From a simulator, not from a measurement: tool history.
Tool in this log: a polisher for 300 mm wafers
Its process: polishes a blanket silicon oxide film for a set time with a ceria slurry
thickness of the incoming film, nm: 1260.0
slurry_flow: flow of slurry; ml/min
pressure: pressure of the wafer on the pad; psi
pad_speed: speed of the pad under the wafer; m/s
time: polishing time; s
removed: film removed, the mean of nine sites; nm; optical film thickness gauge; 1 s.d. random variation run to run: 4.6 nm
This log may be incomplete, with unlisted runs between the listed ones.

run 1 hour=0.0 | slurry_flow=180 pressure=3.1 pad_speed=1.18 time=38 | removed=182.19
run 2 hour=6.0 | slurry_flow=180 pressure=3.1 pad_speed=0.90 time=38 | removed=141.77
run 3 hour=11.4 | slurry_flow=180 pressure=3.1 pad_speed=1.10 time=38 | removed=169.76
run 4 hour=18.1 | slurry_flow=180 pressure=3.1 pad_speed=1.10 time=34 | removed=148.25
run 5 hour=26.9 | slurry_flow=180 pressure=3.1 pad_speed=1.10 time=38 | removed=172.80
run 6 hour=27.5 | slurry_flow=180 pressure=3.4 pad_speed=1.14 time=38 | removed=188.46

Expected results for the next run?
run 7 hour=35.6 | slurry_flow=180 pressure=3.7 pad_speed=1.20 time=38 | removed=?

{"run 7": {"removed": 213.96}}
